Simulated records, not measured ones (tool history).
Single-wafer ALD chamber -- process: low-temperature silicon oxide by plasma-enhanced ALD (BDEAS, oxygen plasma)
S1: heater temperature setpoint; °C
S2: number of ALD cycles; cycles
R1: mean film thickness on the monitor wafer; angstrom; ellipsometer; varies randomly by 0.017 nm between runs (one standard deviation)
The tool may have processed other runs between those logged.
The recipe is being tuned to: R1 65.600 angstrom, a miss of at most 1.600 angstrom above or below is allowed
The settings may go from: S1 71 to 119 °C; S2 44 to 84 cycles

Run 1, hour 0.0: S1 95 °C, S2 64 cycles. Result: R1 79.175 angstrom.
Run 2, hour 1.1: S1 95 °C, S2 57 cycles. Result: R1 70.442 angstrom.
Run 3, hour 8.5: S1 96 °C, S2 57 cycles. Result: R1 70.088 angstrom.
Run 4, hour 16.4: S1 86 °C, S2 57 cycles. Result: R1 72.306 angstrom.
Run 5, hour 24.8: S1 86 °C, S2 64 cycles. Result: R1 81.497 angstrom.
Run 6, hour 30.4: S1 88 °C, S2 62 cycles. Result: R1 78.187 angstrom.
Run 7, hour 36.9: S1 90 °C, S2 61 cycles. Result: R1 76.356 angstrom.
Run 8, hour 43.0: S1 92 °C, S2 60 cycles. Result: R1 74.829 angstrom.
Run 9, hour 49.4: S1 93 °C, S2 59 cycles. Result: R1 73.264 angstrom.
Run 10, hour 56.9: S1 94 °C, S2 58 cycles. Result: R1 72.016 angstrom.
Run 11, hour 64.7: S1 95 °C, S2 57 cycles. Result: R1 70.338 angstrom.
Run 12, hour 69.4: S1 96 °C, S2 57 cycles. Result: R1 70.166 angstrom.
Run 13, hour 72.1: S1 97 °C, S2 57 cycles. Result: R1 70.114 angstrom.
Run 14, hour 76.5: S1 98 °C, S2 57 cycles. Result: R1 69.679 angstrom.
Run 15, hour 80.1: S1 99 °C, S2 57 cycles. Result: R1 69.486 angstrom.
Run 16, hour 85.7: S1 100 °C, S2 57 cycles. Result: R1 69.669 angstrom.

Below are 5 possible settings for the next run. Only one of them brings all results inside the allowed miss of their targets. Which is it?
Run A, hour 91.3: S1 105 °C, S2 58 cycles. Result: R1 ?.
Run B, hour 91.3: S1 104 °C, S2 60 cycles. Result: R1 ?.
Run C, hour 91.3: S1 94 °C, S2 58 cycles. Result: R1 ?.
Run D, hour 91.3: S1 94 °C, S2 53 cycles. Result: R1 ?.
Run E, hour 91.3: S1 98 °C, S2 59 cycles. Result: R1 ?.

move      R1
   A  70.049
   B  72.581
   C  71.538
   D  65.371
   E  72.063
A: its largest miss is bigger than the last run's
B: its largest miss is bigger than the last run's
C: its largest miss is bigger than the last run's
D: hits every target within its allowed miss
E: its largest miss is bigger than the last run's
D meets every target.

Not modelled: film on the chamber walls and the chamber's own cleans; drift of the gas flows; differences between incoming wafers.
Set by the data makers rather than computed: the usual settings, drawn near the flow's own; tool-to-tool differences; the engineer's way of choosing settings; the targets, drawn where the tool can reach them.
